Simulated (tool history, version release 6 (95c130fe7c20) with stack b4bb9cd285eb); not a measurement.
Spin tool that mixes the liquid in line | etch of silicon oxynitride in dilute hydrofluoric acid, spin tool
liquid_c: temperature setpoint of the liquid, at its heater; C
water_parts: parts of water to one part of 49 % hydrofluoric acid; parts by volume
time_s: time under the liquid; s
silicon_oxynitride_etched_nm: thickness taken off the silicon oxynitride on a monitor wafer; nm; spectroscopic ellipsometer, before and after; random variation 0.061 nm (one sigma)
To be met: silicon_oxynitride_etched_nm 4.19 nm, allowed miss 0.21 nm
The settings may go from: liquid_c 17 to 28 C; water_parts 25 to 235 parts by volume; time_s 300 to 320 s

run 1 hour=0 | liquid_c=20 water_parts=130 time_s=300 | silicon_oxynitride_etched_nm=2.9088
run 2 hour=8.7 | liquid_c=17 water_parts=130 time_s=300 | silicon_oxynitride_etched_nm=2.5112
run 3 hour=10.2 | liquid_c=17 water_parts=175 time_s=300 | silicon_oxynitride_etched_nm=1.7756
run 4 hour=17 | liquid_c=20 water_parts=155 time_s=300 | silicon_oxynitride_etched_nm=2.3882
run 5 hour=19.2 | liquid_c=22 water_parts=145 time_s=300 | silicon_oxynitride_etched_nm=2.8121
run 6 hour=25.2 | liquid_c=23.5 water_parts=135 time_s=300 | silicon_oxynitride_etched_nm=3.3346
run 7 hour=29.8 | liquid_c=25 water_parts=135 time_s=300 | silicon_oxynitride_etched_nm=3.4909
run 8 hour=38.1 | liquid_c=26 water_parts=130 time_s=300 | silicon_oxynitride_etched_nm=3.784
run 9 hour=42.1 | liquid_c=26.5 water_parts=130 time_s=300 | silicon_oxynitride_etched_nm=3.9687

5 next moves are on the table. One of them brings every result within its allowed miss. Which?
run A hour=46.1 | liquid_c=25 water_parts=120 time_s=315 | silicon_oxynitride_etched_nm=?
run B hour=46.1 | liquid_c=25 water_parts=100 time_s=300 | silicon_oxynitride_etched_nm=?
run C hour=46.1 | liquid_c=27 water_parts=120 time_s=320 | silicon_oxynitride_etched_nm=?
run D hour=46.1 | liquid_c=26.5 water_parts=145 time_s=320 | silicon_oxynitride_etched_nm=?
run E hour=46.1 | liquid_c=28 water_parts=115 time_s=300 | silicon_oxynitride_etched_nm=?

move=A silicon_oxynitride_etched_nm=4.2198
move=B silicon_oxynitride_etched_nm=4.9057
move=C silicon_oxynitride_etched_nm=4.6983
move=D silicon_oxynitride_etched_nm=3.7184
move=E silicon_oxynitride_etched_nm=4.8313
A: meets every target
B: takes the result that was furthest off past its target
C: takes the result that was furthest off past its target
D: further off than the last run
E: takes the result that was furthest off past its target
Move A is the one to make.
